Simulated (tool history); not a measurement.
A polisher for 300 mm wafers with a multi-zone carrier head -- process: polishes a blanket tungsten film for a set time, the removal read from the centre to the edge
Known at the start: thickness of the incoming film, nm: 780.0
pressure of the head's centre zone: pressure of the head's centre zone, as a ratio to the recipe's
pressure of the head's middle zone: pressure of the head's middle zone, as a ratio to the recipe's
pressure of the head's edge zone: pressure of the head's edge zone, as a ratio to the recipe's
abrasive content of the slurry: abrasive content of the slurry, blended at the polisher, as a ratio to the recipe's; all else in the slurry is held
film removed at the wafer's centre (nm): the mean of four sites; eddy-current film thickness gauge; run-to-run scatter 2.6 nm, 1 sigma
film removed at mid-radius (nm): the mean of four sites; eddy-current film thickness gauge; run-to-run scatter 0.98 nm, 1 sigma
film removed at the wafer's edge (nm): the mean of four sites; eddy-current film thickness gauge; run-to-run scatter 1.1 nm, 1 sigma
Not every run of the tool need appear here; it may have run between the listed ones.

| run | day | flow of slurry (ml/min) | pressure of the head's centre zone | pressure of the head's middle zone | pressure of the head's edge zone | abrasive content of the slurry | polishing time (s) | film removed at the wafer's centre (nm) | film removed at mid-radius (nm) | film removed at the wafer's edge (nm) |
|---|---|---|---|---|---|---|---|---|---|---|
| 1 | 0.000 | 250 | 1.00 | 1.00 | 1.00 | 1.00 | 44 | 266.81 | 272.28 | 268.80 |
| 2 | 0.325 | 205 | 1.00 | 1.00 | 1.00 | 1.00 | 44 | 261.78 | 263.68 | 260.78 |
| 3 | 0.421 | 195 | 0.99 | 0.97 | 0.98 | 0.90 | 42 | 234.85 | 233.20 | 238.38 |
| 4 | 0.654 | 195 | 0.99 | 0.97 | 1.05 | 0.90 | 42 | 238.28 | 234.99 | 248.20 |
| 5 | 0.867 | 190 | 0.99 | 0.95 | 1.01 | 0.80 | 41 | 219.76 | 215.82 | 226.12 |
| 6 | 0.971 | 185 | 0.99 | 0.93 | 0.98 | 0.75 | 40 | 207.22 | 199.25 | 210.12 |
| 7 | 1.029 | 180 | 0.98 | 0.91 | 0.95 | 0.70 | 40 | 202.51 | 189.93 | 203.85 |
| 8 | 1.304 | 180 | 0.97 | 0.90 | 0.93 | 0.65 | 40 | 197.88 | 184.41 | 195.17 |
| 9 | 1.529 | 180 | 0.95 | 0.89 | 0.91 | 0.60 | 40 | 183.18 | 174.23 | 189.10 |
| 10 | 1.808 | 180 | 0.95 | 0.89 | 0.89 | 0.60 | 40 | 183.23 | 175.71 | 186.50 |
| 11 | 2.092 | 180 | 0.95 | 0.89 | 0.89 | 0.60 | 40 | 178.72 | 178.24 | 188.17 |
| 12 | 2.212 | 175 | 0.99 | 0.83 | 0.82 | 0.50 | 38 | 170.38 | 145.96 | 158.82 |
| 13 | 2.533 | 185 | 0.98 | 0.84 | 0.83 | 0.50 | 38 | 169.56 | 148.39 | 160.53 |
| 14 | 2.775 | 190 | 0.98 | 0.85 | 0.84 | 0.50 | 38 | 167.11 | 151.33 | 161.94 |
| 15 | 2.979 | 190 | 0.98 | 0.86 | 0.85 | 0.50 | 38 | 171.03 | 152.24 | 161.23 |

Run 16 comes next. What will it give?
| 16 | 3.100 | 190 | 0.98 | 0.86 | 0.86 | 0.50 | 38 | ? | ? | ? |

film removed at the wafer's centre (nm): 171.98
film removed at mid-radius (nm): 152.87
film removed at the wafer's edge (nm): 162.55
